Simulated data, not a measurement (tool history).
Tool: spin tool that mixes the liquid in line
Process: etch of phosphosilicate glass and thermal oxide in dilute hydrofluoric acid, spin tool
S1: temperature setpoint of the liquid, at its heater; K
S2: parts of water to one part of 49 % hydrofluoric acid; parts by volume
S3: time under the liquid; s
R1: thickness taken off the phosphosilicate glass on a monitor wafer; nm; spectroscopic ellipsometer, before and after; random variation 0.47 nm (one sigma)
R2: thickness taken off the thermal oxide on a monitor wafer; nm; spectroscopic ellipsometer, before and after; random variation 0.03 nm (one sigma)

run  hour      S1  S2  S3      R1      R2
  1   0.0  296.15  60  30  47.332  2.5006
  2   6.0  294.15  60  30  43.387  2.2161
  3  13.9  294.15  60  35  50.202  2.6464
  4  15.1  296.15  60  35  56.160  2.8908
  5  23.1  293.65  60  35  49.717  2.5817
  6  25.1  295.65  60  35  54.148  2.8110
  7  28.8  295.65  60  35  54.175  2.8308
  8  33.8  296.65  60  35  56.523  2.9616

Forecast run 9:
  9  37.6  297.15  60  35   ?   ?

Run 9 gave R1 57.521 nm, R2 3.0254 nm.
